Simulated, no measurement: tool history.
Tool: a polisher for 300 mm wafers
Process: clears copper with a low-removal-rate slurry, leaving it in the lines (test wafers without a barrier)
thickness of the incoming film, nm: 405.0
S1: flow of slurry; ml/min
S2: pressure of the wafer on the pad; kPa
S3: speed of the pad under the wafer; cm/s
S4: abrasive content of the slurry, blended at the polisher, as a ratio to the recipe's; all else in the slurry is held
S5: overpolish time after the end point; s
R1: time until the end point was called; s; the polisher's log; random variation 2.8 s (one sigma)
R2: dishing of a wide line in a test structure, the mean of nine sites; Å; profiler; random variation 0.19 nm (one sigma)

{"run": 1, "hour": 0.0, "S1": 175, "S2": 14.5, "S3": 122, "S4": 1.0, "S5": 27, "R1": 186.87, "R2": 413.67}
{"run": 2, "hour": 5.2, "S1": 180, "S2": 13.1, "S3": 124, "S4": 1.0, "S5": 22, "R1": 202.66, "R2": 325.88}
{"run": 3, "hour": 11.4, "S1": 185, "S2": 12.4, "S3": 126, "S4": 1.0, "S5": 18, "R1": 214.67, "R2": 261.96}
{"run": 4, "hour": 13.7, "S1": 185, "S2": 12.4, "S3": 126, "S4": 0.85, "S5": 18, "R1": 219.25, "R2": 250.13}
{"run": 5, "hour": 21.1, "S1": 185, "S2": 12.4, "S3": 126, "S4": 0.85, "S5": 22, "R1": 221.31, "R2": 304.13}
{"run": 6, "hour": 29.3, "S1": 185, "S2": 12.4, "S3": 106, "S4": 0.85, "S5": 22, "R1": 251.71, "R2": 266.21}
{"run": 7, "hour": 32.9, "S1": 235, "S2": 13.1, "S3": 92, "S4": 1.1, "S5": 9, "R1": 241.49, "R2": 121.13}

Forecast run 8:
{"run": 8, "hour": 36.1, "S1": 185, "S2": 17.2, "S3": 94, "S4": 0.85, "S5": 9, "R1": "?", "R2": "?"}

Run 8 gave R1 204.62 s, R2 141.93 Å.
